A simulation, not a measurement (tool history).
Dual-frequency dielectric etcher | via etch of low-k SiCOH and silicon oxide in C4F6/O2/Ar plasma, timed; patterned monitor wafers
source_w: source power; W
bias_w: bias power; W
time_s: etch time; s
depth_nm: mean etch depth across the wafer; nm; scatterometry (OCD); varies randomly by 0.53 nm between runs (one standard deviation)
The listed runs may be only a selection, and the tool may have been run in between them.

run,hour,source_w,bias_w,time_s,depth_nm
1,0.0,410,217,43.5,123.66
2,3.5,410,217,43.5,123.10
3,7.8,410,234,43.5,127.32
4,15.0,410,266,43.5,135.13
5,20.6,410,266,40.5,126.37
6,27.2,390,262,40.5,122.03
7,29.2,380,260,40.5,118.24
8,34.4,370,259,40.5,118.27

Run 9 comes next. What will it give?
9,40.2,360,258,40.5,?

depth_nm: 116.45 nm
